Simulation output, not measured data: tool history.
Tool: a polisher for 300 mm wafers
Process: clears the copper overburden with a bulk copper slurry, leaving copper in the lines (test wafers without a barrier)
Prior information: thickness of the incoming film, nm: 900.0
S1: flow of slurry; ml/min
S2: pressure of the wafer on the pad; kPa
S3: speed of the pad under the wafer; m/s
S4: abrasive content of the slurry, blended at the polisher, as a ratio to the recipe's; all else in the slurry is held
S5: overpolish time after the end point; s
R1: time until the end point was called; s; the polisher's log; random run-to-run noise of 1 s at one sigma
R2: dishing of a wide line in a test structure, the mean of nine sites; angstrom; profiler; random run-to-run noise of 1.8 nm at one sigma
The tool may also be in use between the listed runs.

run	day	S1	S2	S3	S4	S5	R1	R2
1	0	230	15.9	1.28	1	25	105.96	1004.1
2	0.271	230	16.5	1.28	1	25	102.91	1006.2
3	0.492	230	17.2	1.28	1	25	99.825	1068.2
4	0.625	265	17.2	1.28	1	25	94.783	1093.3
5	0.754	270	17.2	1.28	1	25	95.046	1086.3
6	0.804	270	17.2	1.1	1	25	111.68	980.62

Run 7, settings as shown, results not yet in. Your forecast:
7	0.962	275	17.9	1.1	1	25	?	?

R1: 109.38 s
R2: 1040 angstrom
